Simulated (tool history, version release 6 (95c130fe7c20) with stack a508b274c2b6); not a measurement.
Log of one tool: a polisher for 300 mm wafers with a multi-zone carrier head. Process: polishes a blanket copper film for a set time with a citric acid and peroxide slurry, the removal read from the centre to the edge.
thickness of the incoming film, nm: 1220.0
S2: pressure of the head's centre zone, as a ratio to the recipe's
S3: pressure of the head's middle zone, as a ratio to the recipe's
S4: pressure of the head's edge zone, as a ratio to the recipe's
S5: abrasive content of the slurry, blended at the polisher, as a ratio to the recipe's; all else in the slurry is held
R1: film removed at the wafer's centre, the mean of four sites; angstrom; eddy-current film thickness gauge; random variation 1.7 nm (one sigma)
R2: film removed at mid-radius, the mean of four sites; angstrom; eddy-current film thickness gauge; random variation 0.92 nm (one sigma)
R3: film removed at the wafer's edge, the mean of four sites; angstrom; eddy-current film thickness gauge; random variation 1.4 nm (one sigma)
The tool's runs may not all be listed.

{"run": 1, "hour": 0.0, "flow of slurry (ml/min)": 170, "S2": 1, "S3": 1, "S4": 1, "S5": 1, "polishing time (s)": 84, "R1": 1467.9, "R2": 1442.8, "R3": 1504.7}
{"run": 2, "hour": 1.6, "flow of slurry (ml/min)": 170, "S2": 1, "S3": 0.94, "S4": 1, "S5": 1, "polishing time (s)": 84, "R1": 1440.1, "R2": 1388, "R3": 1516.5}
{"run": 3, "hour": 8.7, "flow of slurry (ml/min)": 140, "S2": 1, "S3": 0.94, "S4": 1, "S5": 1, "polishing time (s)": 84, "R1": 1376.1, "R2": 1306.7, "R3": 1467.6}
{"run": 4, "hour": 15.1, "flow of slurry (ml/min)": 140, "S2": 1, "S3": 0.94, "S4": 1, "S5": 1.15, "polishing time (s)": 84, "R1": 1404.2, "R2": 1328.5, "R3": 1477.5}
{"run": 5, "hour": 18.0, "flow of slurry (ml/min)": 140, "S2": 1.07, "S3": 0.94, "S4": 1, "S5": 1.15, "polishing time (s)": 84, "R1": 1504.9, "R2": 1334.9, "R3": 1466}
{"run": 6, "hour": 21.0, "flow of slurry (ml/min)": 140, "S2": 1.03, "S3": 0.94, "S4": 1, "S5": 1.15, "polishing time (s)": 84, "R1": 1426.1, "R2": 1346, "R3": 1465.7}
{"run": 7, "hour": 29.9, "flow of slurry (ml/min)": 150, "S2": 1.03, "S3": 0.96, "S4": 0.97, "S5": 1.15, "polishing time (s)": 83, "R1": 1468, "R2": 1379.5, "R3": 1446.7}
{"run": 8, "hour": 37.3, "flow of slurry (ml/min)": 160, "S2": 1.03, "S3": 0.98, "S4": 0.95, "S5": 1.1, "polishing time (s)": 82, "R1": 1457.4, "R2": 1411.1, "R3": 1416.9}

Run 9 comes next. What will it give?
{"hour": 45.1, "done": "slurry nozzle cleaned"}
{"run": 9, "hour": 45.1, "flow of slurry (ml/min)": 165, "S2": 1.03, "S3": 0.99, "S4": 0.94, "S5": 1.1, "polishing time (s)": 82, "R1": "?", "R2": "?", "R3": "?"}

{"run 9": {"R1": 1635.3, "R2": 1564.1, "R3": 1545.2}}
